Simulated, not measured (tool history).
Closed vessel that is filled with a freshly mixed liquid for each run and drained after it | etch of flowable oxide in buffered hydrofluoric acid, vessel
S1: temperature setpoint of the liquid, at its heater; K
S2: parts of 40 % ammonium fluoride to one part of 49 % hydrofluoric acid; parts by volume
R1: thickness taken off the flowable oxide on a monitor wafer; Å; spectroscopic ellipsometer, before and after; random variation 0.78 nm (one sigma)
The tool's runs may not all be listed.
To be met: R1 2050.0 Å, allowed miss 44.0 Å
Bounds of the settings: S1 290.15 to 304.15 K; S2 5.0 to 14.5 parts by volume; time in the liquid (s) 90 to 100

{"run": 1, "hour": 0.0, "S1": 296.15, "S2": 9.0, "time in the liquid (s)": 90, "R1": 2893.4}
{"run": 2, "hour": 2.8, "S1": 296.15, "S2": 9.0, "time in the liquid (s)": 90, "R1": 2889.8}
{"run": 3, "hour": 5.7, "S1": 295.15, "S2": 9.0, "time in the liquid (s)": 90, "R1": 2731.2}
{"run": 4, "hour": 12.4, "S1": 295.15, "S2": 9.0, "time in the liquid (s)": 90, "R1": 2754.2}
{"run": 5, "hour": 19.0, "S1": 295.15, "S2": 7.5, "time in the liquid (s)": 90, "R1": 3347.6}
{"run": 6, "hour": 21.4, "S1": 295.15, "S2": 7.5, "time in the liquid (s)": 90, "R1": 3327.7}
{"run": 7, "hour": 25.6, "S1": 294.15, "S2": 8.0, "time in the liquid (s)": 90, "R1": 2962.7}
{"run": 8, "hour": 29.6, "S1": 293.65, "S2": 8.0, "time in the liquid (s)": 90, "R1": 2847.0}
{"run": 9, "hour": 34.9, "S1": 293.15, "S2": 8.0, "time in the liquid (s)": 90, "R1": 2799.1}
{"run": 10, "hour": 37.4, "S1": 292.65, "S2": 8.0, "time in the liquid (s)": 90, "R1": 2696.9}
{"run": 11, "hour": 40.4, "S1": 292.15, "S2": 8.0, "time in the liquid (s)": 90, "R1": 2627.0}
{"run": 12, "hour": 43.5, "S1": 291.65, "S2": 8.0, "time in the liquid (s)": 90, "R1": 2553.0}
{"run": 13, "hour": 46.2, "S1": 290.65, "S2": 8.5, "time in the liquid (s)": 90, "R1": 2276.0}

4 next moves are on the table. One of them brings every result within its allowed miss. Which?
{"run": "A", "hour": 48.9, "S1": 292.65, "S2": 8.5, "time in the liquid (s)": 95, "R1": "?"}
{"run": "B", "hour": 48.9, "S1": 292.15, "S2": 10.5, "time in the liquid (s)": 90, "R1": "?"}
{"run": "C", "hour": 48.9, "S1": 290.15, "S2": 8.5, "time in the liquid (s)": 90, "R1": "?"}
{"run": "D", "hour": 48.9, "S1": 291.65, "S2": 10.0, "time in the liquid (s)": 95, "R1": "?"}

move=A R1=2670.5
move=B R1=2062.9
move=C R1=2196.1
move=D R1=2219.9
A: further off than the last run
B: meets every target
C: nearer than the last run, and not there yet
D: nearer than the last run, and not there yet
The right move is B.

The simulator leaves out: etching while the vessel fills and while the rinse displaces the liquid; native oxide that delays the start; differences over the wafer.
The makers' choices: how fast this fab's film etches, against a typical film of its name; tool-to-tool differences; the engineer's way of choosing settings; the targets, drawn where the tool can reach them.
